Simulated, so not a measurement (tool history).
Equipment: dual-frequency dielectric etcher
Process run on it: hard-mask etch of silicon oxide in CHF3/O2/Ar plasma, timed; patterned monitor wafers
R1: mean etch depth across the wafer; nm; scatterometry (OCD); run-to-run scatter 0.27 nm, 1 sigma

{"run": 1, "day": 0.0, "source power (W)": 810, "bias power (W)": 229, "etch time (s)": 20.5, "R1": 51.311}
{"run": 2, "day": 0.371, "source power (W)": 950, "bias power (W)": 229, "etch time (s)": 20.5, "R1": 55.285}
{"run": 3, "day": 0.625, "source power (W)": 950, "bias power (W)": 229, "etch time (s)": 21, "R1": 56.286}
{"run": 4, "day": 0.758, "source power (W)": 870, "bias power (W)": 217, "etch time (s)": 21, "R1": 53.38}
{"run": 5, "day": 0.817, "source power (W)": 800, "bias power (W)": 210, "etch time (s)": 21, "R1": 50.756}
{"run": 6, "day": 1.083, "source power (W)": 800, "bias power (W)": 224, "etch time (s)": 21, "R1": 51.687}
{"run": 7, "day": 1.317, "source power (W)": 740, "bias power (W)": 220, "etch time (s)": 21, "R1": 49.674}
{"run": 8, "day": 1.625, "source power (W)": 700, "bias power (W)": 217, "etch time (s)": 21, "R1": 48.216}

Run 9 is up next; what results do you expect?
{"run": 9, "day": 1.704, "source power (W)": 700, "bias power (W)": 217, "etch time (s)": 21, "R1": "?"}

{"run 9": {"R1": 48.265}}

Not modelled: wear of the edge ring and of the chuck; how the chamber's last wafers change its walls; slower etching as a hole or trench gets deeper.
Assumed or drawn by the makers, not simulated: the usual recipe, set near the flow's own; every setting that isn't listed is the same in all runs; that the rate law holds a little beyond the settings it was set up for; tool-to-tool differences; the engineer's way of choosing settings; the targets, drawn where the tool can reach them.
